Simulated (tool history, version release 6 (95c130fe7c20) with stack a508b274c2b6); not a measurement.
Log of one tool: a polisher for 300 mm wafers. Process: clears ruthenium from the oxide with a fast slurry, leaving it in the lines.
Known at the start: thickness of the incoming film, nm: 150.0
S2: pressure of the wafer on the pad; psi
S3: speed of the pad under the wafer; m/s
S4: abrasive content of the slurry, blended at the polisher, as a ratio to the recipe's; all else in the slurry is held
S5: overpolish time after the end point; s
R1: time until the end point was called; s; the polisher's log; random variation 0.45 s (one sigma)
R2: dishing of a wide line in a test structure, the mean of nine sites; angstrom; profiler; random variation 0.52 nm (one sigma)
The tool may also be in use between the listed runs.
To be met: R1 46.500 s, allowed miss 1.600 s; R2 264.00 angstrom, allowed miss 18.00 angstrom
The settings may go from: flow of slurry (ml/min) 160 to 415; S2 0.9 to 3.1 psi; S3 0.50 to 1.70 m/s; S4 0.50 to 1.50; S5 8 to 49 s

Run 1, hour 0.0: flow of slurry (ml/min) 265, S2 2.0 psi, S3 1.10 m/s, S4 1.00, S5 25 s. Result: R1 61.188 s, R2 505.04 angstrom.
Run 2, hour 7.4: flow of slurry (ml/min) 265, S2 2.0 psi, S3 1.10 m/s, S4 1.00, S5 23 s. Result: R1 61.395 s, R2 500.83 angstrom.
Run 3, hour 8.2: flow of slurry (ml/min) 265, S2 2.0 psi, S3 1.10 m/s, S4 1.00, S5 21 s. Result: R1 62.412 s, R2 461.51 angstrom.
Run 4, hour 14.6: flow of slurry (ml/min) 265, S2 2.0 psi, S3 1.10 m/s, S4 1.10, S5 21 s. Result: R1 59.867 s, R2 461.00 angstrom.
Run 5, hour 17.4: flow of slurry (ml/min) 265, S2 2.0 psi, S3 1.10 m/s, S4 1.15, S5 20 s. Result: R1 59.403 s, R2 463.76 angstrom.
Run 6, hour 23.5: flow of slurry (ml/min) 265, S2 2.0 psi, S3 1.10 m/s, S4 1.15, S5 25 s. Result: R1 58.588 s, R2 555.24 angstrom.
Run 7, hour 25.8: flow of slurry (ml/min) 265, S2 2.1 psi, S3 1.10 m/s, S4 1.10, S5 23 s. Result: R1 55.884 s, R2 524.81 angstrom.
Run 8, hour 33.8: flow of slurry (ml/min) 270, S2 2.2 psi, S3 1.06 m/s, S4 1.05, S5 21 s. Result: R1 57.441 s, R2 466.38 angstrom.
Run 9, hour 34.3: flow of slurry (ml/min) 285, S2 2.3 psi, S3 1.04 m/s, S4 1.05, S5 20 s. Result: R1 56.085 s, R2 457.33 angstrom.
Run 10, hour 36.1: flow of slurry (ml/min) 360, S2 2.7 psi, S3 0.98 m/s, S4 1.10, S5 8 s. Result: R1 50.341 s, R2 224.07 angstrom.
Run 11, hour 43.0: flow of slurry (ml/min) 355, S2 2.7 psi, S3 0.98 m/s, S4 1.10, S5 8 s. Result: R1 50.816 s, R2 224.69 angstrom.
Run 12, hour 44.0: flow of slurry (ml/min) 350, S2 2.7 psi, S3 0.98 m/s, S4 1.10, S5 8 s. Result: R1 50.042 s, R2 227.50 angstrom.
Run 13, hour 50.2: flow of slurry (ml/min) 345, S2 2.7 psi, S3 0.98 m/s, S4 1.10, S5 8 s. Result: R1 49.771 s, R2 218.87 angstrom.
Run 14, hour 56.8: flow of slurry (ml/min) 345, S2 2.8 psi, S3 1.00 m/s, S4 1.10, S5 10 s. Result: R1 47.789 s, R2 288.56 angstrom.
Run 15, hour 61.9: flow of slurry (ml/min) 350, S2 2.8 psi, S3 1.00 m/s, S4 1.10, S5 10 s. Result: R1 47.355 s, R2 284.17 angstrom.

Which of these 5 next moves meets every target?
Run A, hour 67.0: flow of slurry (ml/min) 375, S2 3.1 psi, S3 0.96 m/s, S4 0.90, S5 11 s. Result: R1 ?, R2 ?.
Run B, hour 67.0: flow of slurry (ml/min) 415, S2 2.8 psi, S3 1.00 m/s, S4 1.00, S5 11 s. Result: R1 ?, R2 ?.
Run C, hour 67.0: flow of slurry (ml/min) 355, S2 3.1 psi, S3 0.90 m/s, S4 1.15, S5 9 s. Result: R1 ?, R2 ?.
Run D, hour 67.0: flow of slurry (ml/min) 355, S2 2.8 psi, S3 0.94 m/s, S4 1.15, S5 12 s. Result: R1 ?, R2 ?.
Run E, hour 67.0: flow of slurry (ml/min) 365, S2 2.7 psi, S3 1.02 m/s, S4 1.15, S5 11 s. Result: R1 ?, R2 ?.

move      R1      R2
   A  49.019  303.82
   B  48.928  304.35
   C  47.177  260.69
   D  49.559  326.24
   E  47.201  314.77
A: further off than the last run
B: further off than the last run
C: meets every target
D: further off than the last run
E: further off than the last run
The right move is C.
